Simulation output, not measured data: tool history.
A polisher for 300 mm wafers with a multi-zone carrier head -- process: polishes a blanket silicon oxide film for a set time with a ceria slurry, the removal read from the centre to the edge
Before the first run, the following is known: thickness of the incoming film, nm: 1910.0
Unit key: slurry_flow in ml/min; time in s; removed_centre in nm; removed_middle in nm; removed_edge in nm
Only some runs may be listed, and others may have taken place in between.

run 1 hour=0.0 | slurry_flow=185 centre_zone=1.00 middle_zone=1.00 edge_zone=1.00 time=57 | removed_centre=165.39 removed_middle=166.88 removed_edge=167.84
run 2 hour=7.7 | slurry_flow=185 centre_zone=1.07 middle_zone=1.00 edge_zone=1.00 time=57 | removed_centre=176.39 removed_middle=170.74 removed_edge=165.44
run 3 hour=13.2 | slurry_flow=230 centre_zone=1.07 middle_zone=1.00 edge_zone=1.00 time=57 | removed_centre=179.62 removed_middle=171.98 removed_edge=169.02
run 4 hour=14.0 | slurry_flow=230 centre_zone=1.10 middle_zone=1.00 edge_zone=1.00 time=57 | removed_centre=185.71 removed_middle=170.22 removed_edge=169.74
run 5 hour=17.1 | slurry_flow=230 centre_zone=1.10 middle_zone=0.94 edge_zone=1.00 time=57 | removed_centre=181.68 removed_middle=165.32 removed_edge=168.69
run 6 hour=25.8 | slurry_flow=235 centre_zone=1.04 middle_zone=0.94 edge_zone=1.06 time=62 | removed_centre=193.86 removed_middle=181.17 removed_edge=191.98
run 7 hour=30.1 | slurry_flow=235 centre_zone=0.98 middle_zone=0.94 edge_zone=1.10 time=65 | removed_centre=188.02 removed_middle=186.63 removed_edge=201.98
run 8 hour=32.0 | slurry_flow=235 centre_zone=0.98 middle_zone=0.94 edge_zone=1.10 time=65 | removed_centre=188.89 removed_middle=187.71 removed_edge=204.88
run 9 hour=34.7 | slurry_flow=235 centre_zone=0.96 middle_zone=0.94 edge_zone=1.13 time=67 | removed_centre=189.05 removed_middle=195.41 removed_edge=207.97
run 10 hour=41.6 | slurry_flow=235 centre_zone=0.96 middle_zone=0.94 edge_zone=1.13 time=67 | removed_centre=193.00 removed_middle=192.81 removed_edge=210.66

Estimate the outcome of run 11 from the log above:
run 11 hour=49.9 | slurry_flow=240 centre_zone=0.93 middle_zone=0.93 edge_zone=1.14 time=69 | removed_centre=? removed_middle=? removed_edge=?

Run 11 yielded removed_centre 195.08 nm, removed_middle 199.70 nm, removed_edge 221.08 nm.

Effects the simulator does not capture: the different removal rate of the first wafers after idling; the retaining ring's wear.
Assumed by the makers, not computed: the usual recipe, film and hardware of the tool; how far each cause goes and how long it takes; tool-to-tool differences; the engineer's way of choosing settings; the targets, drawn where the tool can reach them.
